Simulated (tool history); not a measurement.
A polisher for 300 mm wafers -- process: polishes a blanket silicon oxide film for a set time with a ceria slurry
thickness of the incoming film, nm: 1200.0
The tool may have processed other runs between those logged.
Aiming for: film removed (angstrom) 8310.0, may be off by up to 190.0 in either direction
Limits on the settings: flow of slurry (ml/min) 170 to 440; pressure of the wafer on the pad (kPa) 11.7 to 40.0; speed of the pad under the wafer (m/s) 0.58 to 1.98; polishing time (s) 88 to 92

run	hour	flow of slurry (ml/min)	pressure of the wafer on the pad (kPa)	speed of the pad under the wafer (m/s)	polishing time (s)	film removed (angstrom)
1	0.0	280	25.5	1.28	88	4782.7
2	8.3	285	29.6	1.28	88	5489.3
3	17.0	285	33.1	1.28	88	5938.9
4	25.3	285	37.9	1.28	88	6710.5
5	29.2	295	38.6	1.34	88	7108.6
# hour 35.5: slurry nozzle cleaned
6	35.5	295	38.6	1.64	88	8879.3
7	43.8	295	37.9	1.64	88	8680.2
8	44.4	295	37.2	1.64	88	8575.4

5 next moves are on the table. One of them brings every result within its allowed miss. Which?
A	45.0	320	36.5	1.60	92	?
B	45.0	295	34.5	1.62	91	?
C	45.0	240	38.6	1.58	92	?
D	45.0	315	37.9	1.64	88	?
E	45.0	280	35.9	1.76	89	?

move	film removed (angstrom)
A	8691.1
B	8228.1
C	8720.5
D	8771.4
E	8966.7
A: lands further from the targets than the last run did
B: every result within its allowed miss
C: lands further from the targets than the last run did
D: lands further from the targets than the last run did
E: lands further from the targets than the last run did
B meets every target.

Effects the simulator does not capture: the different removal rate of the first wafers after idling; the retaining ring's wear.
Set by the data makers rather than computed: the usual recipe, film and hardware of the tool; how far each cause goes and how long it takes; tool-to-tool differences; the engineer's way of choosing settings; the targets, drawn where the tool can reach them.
